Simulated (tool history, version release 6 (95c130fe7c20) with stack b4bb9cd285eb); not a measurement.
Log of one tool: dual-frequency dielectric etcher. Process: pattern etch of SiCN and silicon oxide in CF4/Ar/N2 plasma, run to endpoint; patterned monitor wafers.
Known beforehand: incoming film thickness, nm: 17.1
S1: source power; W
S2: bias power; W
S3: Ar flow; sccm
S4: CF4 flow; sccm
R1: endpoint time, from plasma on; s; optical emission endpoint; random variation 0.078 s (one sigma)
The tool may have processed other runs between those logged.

run 1 hour=0 | S1=460 S2=95 S3=80 S4=71 | R1=17.306
run 2 hour=2.1 | S1=500 S2=96 S3=80 S4=71 | R1=16.188
run 3 hour=10.5 | S1=500 S2=96 S3=92 S4=71 | R1=16.537
run 4 hour=11.9 | S1=500 S2=96 S3=87 S4=71 | R1=16.307
run 5 hour=15.6 | S1=500 S2=90 S3=87 S4=71 | R1=16.608
run 6 hour=21.9 | S1=540 S2=91 S3=87 S4=71 | R1=15.414

What does the tool deliver on the next run?
run 7 hour=23.9 | S1=560 S2=91 S3=87 S4=71 | R1=?

{"run 7": {"R1": 14.913}}

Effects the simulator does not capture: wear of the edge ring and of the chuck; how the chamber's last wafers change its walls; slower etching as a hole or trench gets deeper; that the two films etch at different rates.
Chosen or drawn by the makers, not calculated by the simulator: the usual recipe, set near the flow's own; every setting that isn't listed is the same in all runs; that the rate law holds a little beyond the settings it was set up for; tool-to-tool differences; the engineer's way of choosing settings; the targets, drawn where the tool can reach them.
